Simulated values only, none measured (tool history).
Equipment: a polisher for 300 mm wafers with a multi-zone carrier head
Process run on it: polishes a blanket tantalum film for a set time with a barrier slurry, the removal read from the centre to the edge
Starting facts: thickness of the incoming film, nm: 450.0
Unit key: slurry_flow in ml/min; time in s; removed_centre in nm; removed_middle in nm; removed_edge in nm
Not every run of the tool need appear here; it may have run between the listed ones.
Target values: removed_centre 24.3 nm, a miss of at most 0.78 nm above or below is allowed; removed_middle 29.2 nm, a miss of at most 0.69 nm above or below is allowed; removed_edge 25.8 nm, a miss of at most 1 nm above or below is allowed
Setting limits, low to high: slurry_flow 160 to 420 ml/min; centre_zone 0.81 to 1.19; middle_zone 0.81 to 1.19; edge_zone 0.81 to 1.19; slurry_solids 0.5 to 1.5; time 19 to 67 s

run	hour	slurry_flow	centre_zone	middle_zone	edge_zone	slurry_solids	time	removed_centre	removed_middle	removed_edge
1	0	270	1	1	1	1	43	39.846	40.697	38.775
2	2.4	265	0.97	1	0.97	0.9	42	36.256	38.465	36.447
3	7.6	265	0.96	1.01	0.95	0.8	40	32.922	35.566	33.337
4	9.5	330	0.96	1.01	0.95	0.8	40	33.857	36.121	33.152
5	11.4	330	0.96	1.01	0.9	0.8	40	34.362	36.335	33.121
6	15	330	0.96	1.01	0.9	0.95	40	35.704	38.537	34.651
7	22.2	340	0.94	1.01	0.89	0.85	39	32.922	35.883	32.367
8	25.7	350	0.92	1.01	0.88	0.8	38	31.088	34.624	30.39
9	26.4	275	0.82	0.94	0.86	0.55	38	23.664	28.234	26.42
10	33.3	280	0.82	0.95	0.85	0.55	38	24.228	28.231	26.833

Next run, 4 choices. One meets every target within its allowed miss, the rest don't. Which?
A	40.2	275	0.83	0.93	0.84	0.55	40	?	?	?
B	40.2	340	0.86	1.02	0.87	0.55	36	?	?	?
C	40.2	340	0.84	0.89	0.87	0.5	38	?	?	?
D	40.2	200	0.82	0.93	0.85	0.55	42	?	?	?

move	removed_centre	removed_middle	removed_edge
A	25.404	29.607	28.014
B	24.278	29.411	26.001
C	24.154	26.758	26.561
D	25.116	29.782	28.633
A: brings the last run's worst result on target, with another outside its allowed miss
B: all results in spec
C: further off than the last run
D: brings the last run's worst result on target, with another outside its allowed miss
The right move is B.

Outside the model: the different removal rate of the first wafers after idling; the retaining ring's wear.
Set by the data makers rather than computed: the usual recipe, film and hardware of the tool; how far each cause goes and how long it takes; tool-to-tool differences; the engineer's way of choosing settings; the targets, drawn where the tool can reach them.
